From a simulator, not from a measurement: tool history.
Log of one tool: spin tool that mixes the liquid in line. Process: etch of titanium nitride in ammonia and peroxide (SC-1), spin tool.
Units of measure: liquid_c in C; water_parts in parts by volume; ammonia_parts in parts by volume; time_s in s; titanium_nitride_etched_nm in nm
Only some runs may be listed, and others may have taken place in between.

| run | hour | liquid_c | water_parts | ammonia_parts | time_s | titanium_nitride_etched_nm |
|---|---|---|---|---|---|---|
| 1 | 0.0 | 53.0 | 7.0 | 0.50 | 100 | 17.4630 |
| 2 | 5.3 | 52.0 | 7.0 | 0.50 | 100 | 16.2380 |
| 3 | 6.6 | 52.0 | 7.0 | 0.35 | 100 | 15.4180 |
| 4 | 10.5 | 52.0 | 7.0 | 0.35 | 105 | 16.2150 |
| 5 | 15.8 | 52.0 | 7.0 | 0.35 | 105 | 16.0740 |
| 6 | 16.9 | 51.0 | 7.0 | 0.35 | 105 | 14.8610 |
| 7 | 18.5 | 50.0 | 7.0 | 0.35 | 105 | 14.1990 |
| 8 | 26.2 | 49.0 | 7.0 | 0.35 | 105 | 12.9530 |
| 9 | 34.8 | 48.5 | 7.0 | 0.35 | 105 | 12.7740 |
| 10 | 36.6 | 48.0 | 7.0 | 0.35 | 105 | 12.2490 |
| 11 | 45.1 | 47.5 | 7.0 | 0.35 | 105 | 11.9970 |

Predict the results of run 12:
| 12 | 51.1 | 42.0 | 7.0 | 0.35 | 105 | ? |

Logged for run 12: titanium_nitride_etched_nm 8.0367 nm.

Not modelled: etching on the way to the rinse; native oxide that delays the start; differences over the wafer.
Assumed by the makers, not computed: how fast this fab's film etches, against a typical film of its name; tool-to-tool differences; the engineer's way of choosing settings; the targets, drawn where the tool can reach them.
